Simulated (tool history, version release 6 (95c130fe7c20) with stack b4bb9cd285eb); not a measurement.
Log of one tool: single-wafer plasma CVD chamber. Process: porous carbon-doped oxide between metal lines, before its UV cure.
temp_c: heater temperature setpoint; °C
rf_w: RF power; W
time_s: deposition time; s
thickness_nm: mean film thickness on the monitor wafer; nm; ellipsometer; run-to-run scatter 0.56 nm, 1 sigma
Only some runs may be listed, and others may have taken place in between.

run	hour	temp_c	rf_w	time_s	thickness_nm
1	0	315	510	35.4	173.88
2	7.5	315	510	36.5	179.45
3	10.5	308	510	36.5	185.4
4	17.7	313	480	36.4	171.95
5	23.1	318	465	36.4	162.99
6	25.5	318	520	36.4	178.46
# hour 31.9: RF generator calibrated
7	31.9	322	500	36.3	174.35

For run 8, what comes out?
8	33.6	322	470	36.2	?

thickness_nm: 165.49 nm
